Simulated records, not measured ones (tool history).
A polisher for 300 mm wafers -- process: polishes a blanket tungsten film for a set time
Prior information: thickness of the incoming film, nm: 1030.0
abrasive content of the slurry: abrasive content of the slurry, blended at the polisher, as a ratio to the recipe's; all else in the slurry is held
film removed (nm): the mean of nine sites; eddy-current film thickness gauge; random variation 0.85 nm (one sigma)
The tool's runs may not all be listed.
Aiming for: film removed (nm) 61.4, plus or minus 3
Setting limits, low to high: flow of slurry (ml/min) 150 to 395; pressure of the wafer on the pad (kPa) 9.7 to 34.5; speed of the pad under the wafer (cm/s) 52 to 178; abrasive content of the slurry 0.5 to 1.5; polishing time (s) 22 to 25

run    day  flow of slurry (ml/min)  pressure of the wafer on the pad (kPa)  speed of the pad under the wafer (cm/s)  abrasive content of the slurry  polishing time (s)  film removed (nm)
  1      0                      250                                    22.1                                      114                               1                  25             102.78
  2   0.05                      250                                    20.7                                      114                               1                  25             95.369
  3  0.362                      250                                    19.3                                      114                               1                  25             89.619
  4  0.629                      250                                    24.1                                      114                               1                  25             110.69
  5  0.975                      195                                    24.1                                      114                               1                  25             107.97
  6  1.108                      195                                    24.1                                      114                             1.2                  25             110.32
  7  1.196                      195                                    17.9                                      108                             1.2                  25             81.297
  8  1.488                      195                                    17.2                                      108                             1.2                  25             77.549
  9  1.704                      195                                    16.5                                      108                             1.2                  25             74.099
 10  1.771                      195                                    15.9                                      108                             1.2                  25             70.431
 11  2.079                      195                                    15.9                                      108                             1.2                  25             71.121
 12  2.129                      195                                    12.4                                      106                             1.2                  25             55.306
 13  2.225                      200                                    13.1                                      106                             1.2                  25             57.272

Below are 4 possible settings for the next run. Only one of them brings all results inside the allowed miss of their targets. Which is it?
  A  2.321                      215                                      11                                      104                             1.3                  25                  ?
  B  2.321                      155                                    15.2                                      102                               1                  22                  ?
  C  2.321                      155                                    15.2                                      102                             1.2                  25                  ?
  D  2.321                      200                                    13.1                                      124                             1.2                  25                  ?

move  film removed (nm)
   A              49.45
   B             51.673
   C             61.011
   D             67.107
A: lands further from the targets than the last run did
B: lands further from the targets than the last run did
C: meets every target
D: moves the result that the last run missed by most past its target, out the other side
Go with C: it meets all targets.
